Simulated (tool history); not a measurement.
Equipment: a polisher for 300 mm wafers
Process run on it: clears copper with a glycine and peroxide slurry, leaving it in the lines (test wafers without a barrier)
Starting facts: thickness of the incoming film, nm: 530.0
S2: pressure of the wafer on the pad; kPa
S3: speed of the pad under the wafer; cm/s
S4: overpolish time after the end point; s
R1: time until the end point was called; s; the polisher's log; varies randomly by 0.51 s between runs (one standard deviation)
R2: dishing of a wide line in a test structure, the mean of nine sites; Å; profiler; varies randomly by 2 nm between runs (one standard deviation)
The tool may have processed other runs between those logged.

run 1 hour=0 | flow_of_slurry_(ml/min)=125 S2=22.1 S3=118 S4=13 | R1=67.383 R2=666.33
run 2 hour=6 | flow_of_slurry_(ml/min)=125 S2=22.1 S3=132 S4=13 | R1=61.569 R2=732.99
run 3 hour=13.9 | flow_of_slurry_(ml/min)=125 S2=22.1 S3=152 S4=13 | R1=54.941 R2=794.84
run 4 hour=22 | flow_of_slurry_(ml/min)=125 S2=22.8 S3=152 S4=14 | R1=53.26 R2=843.09
run 5 hour=29.9 | flow_of_slurry_(ml/min)=125 S2=22.8 S3=170 S4=14 | R1=48.382 R2=913.54
run 6 hour=32.9 | flow_of_slurry_(ml/min)=125 S2=26.9 S3=170 S4=14 | R1=41.477 R2=1017.9

Run 7 has not been measured yet. What should we expect?
run 7 hour=40.9 | flow_of_slurry_(ml/min)=120 S2=26.2 S3=170 S4=15 | R1=? R2=?

R1: 43.001 s
R2: 1034.8 Å
